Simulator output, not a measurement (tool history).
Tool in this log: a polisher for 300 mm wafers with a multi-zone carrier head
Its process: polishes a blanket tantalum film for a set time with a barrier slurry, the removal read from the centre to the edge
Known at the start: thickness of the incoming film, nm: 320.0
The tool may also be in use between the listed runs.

run	hour	flow of slurry (ml/min)	pressure of the head's centre zone	pressure of the head's middle zone	pressure of the head's edge zone	abrasive content of the slurry	polishing time (s)	film removed at the wafer's centre (nm)	film removed at mid-radius (nm)	film removed at the wafer's edge (nm)
1	0	175	1	1	1	1	76	66.232	66.202	63.026
2	7.9	175	1.01	1	0.98	0.95	72	61.632	61.436	58.859
3	10.4	175	1.01	1.06	0.98	0.95	72	62.854	65.573	57.725
4	17.3	215	1.01	1.06	0.98	0.95	72	64.592	66.456	60.09
5	18.7	215	1.01	1.06	0.93	0.95	72	64.628	67.467	59.974
6	24.9	215	1.01	1.06	0.93	1.05	72	67.353	66.671	60.468

Run 7, settings as shown, results not yet in. Your forecast:
7	28.3	200	1.11	0.96	0.84	0.8	50	?	?	?

{"run 7": {"film removed at the wafer's centre (nm)": 44.869, "film removed at mid-radius (nm)": 38.857, "film removed at the wafer's edge (nm)": 36.052}}

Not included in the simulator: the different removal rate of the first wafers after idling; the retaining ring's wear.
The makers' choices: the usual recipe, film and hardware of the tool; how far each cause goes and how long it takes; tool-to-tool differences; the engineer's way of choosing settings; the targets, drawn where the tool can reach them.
